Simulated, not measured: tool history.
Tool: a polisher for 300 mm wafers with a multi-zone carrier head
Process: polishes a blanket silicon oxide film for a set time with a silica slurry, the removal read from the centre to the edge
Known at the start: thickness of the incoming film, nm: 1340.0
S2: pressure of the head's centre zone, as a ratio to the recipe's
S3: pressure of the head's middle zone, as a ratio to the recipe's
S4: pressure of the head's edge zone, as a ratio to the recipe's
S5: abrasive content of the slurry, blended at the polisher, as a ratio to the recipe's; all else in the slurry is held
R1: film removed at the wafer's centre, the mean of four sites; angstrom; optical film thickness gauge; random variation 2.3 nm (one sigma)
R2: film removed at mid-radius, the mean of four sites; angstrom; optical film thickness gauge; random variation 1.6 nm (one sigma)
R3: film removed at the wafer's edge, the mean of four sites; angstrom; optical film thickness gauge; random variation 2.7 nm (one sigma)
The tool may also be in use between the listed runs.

run 1 hour=0 | flow_of_slurry_(ml/min)=160 S2=1 S3=1 S4=1 S5=1 polishing_time_(s)=42 | R1=1758 R2=1758.9 R3=1745.5
run 2 hour=8 | flow_of_slurry_(ml/min)=160 S2=1 S3=1 S4=1 S5=0.8 polishing_time_(s)=42 | R1=1620.8 R2=1629.8 R3=1615.6
run 3 hour=14.6 | flow_of_slurry_(ml/min)=190 S2=1 S3=1 S4=1 S5=0.8 polishing_time_(s)=42 | R1=1726 R2=1674.9 R3=1620.5
run 4 hour=23.4 | flow_of_slurry_(ml/min)=190 S2=1 S3=1 S4=0.95 S5=0.8 polishing_time_(s)=42 | R1=1729.2 R2=1690.7 R3=1615.1
run 5 hour=29.6 | flow_of_slurry_(ml/min)=190 S2=0.99 S3=1.01 S4=0.97 S5=0.85 polishing_time_(s)=42 | R1=1705.2 R2=1741.3 R3=1646.2
run 6 hour=34 | flow_of_slurry_(ml/min)=190 S2=0.99 S3=1.02 S4=0.99 S5=0.9 polishing_time_(s)=42 | R1=1729 R2=1787.3 R3=1735.7
run 7 hour=35.6 | flow_of_slurry_(ml/min)=200 S2=0.99 S3=1.03 S4=0.99 S5=0.9 polishing_time_(s)=42 | R1=1774.7 R2=1830.7 R3=1690.4
run 8 hour=39.5 | flow_of_slurry_(ml/min)=200 S2=0.98 S3=1.03 S4=1 S5=0.95 polishing_time_(s)=42 | R1=1794.4 R2=1834.3 R3=1824.8
run 9 hour=43.9 | flow_of_slurry_(ml/min)=205 S2=0.98 S3=1.05 S4=1 S5=0.95 polishing_time_(s)=42 | R1=1773.9 R2=1842.6 R3=1776.8

The next listed run, before its measurement:
run 10 hour=47.4 | flow_of_slurry_(ml/min)=210 S2=0.97 S3=1.06 S4=1 S5=0.95 polishing_time_(s)=42 | R1=? R2=? R3=?

Run 10 gave R1 1806.6 angstrom, R2 1871.1 angstrom, R3 1800 angstrom.
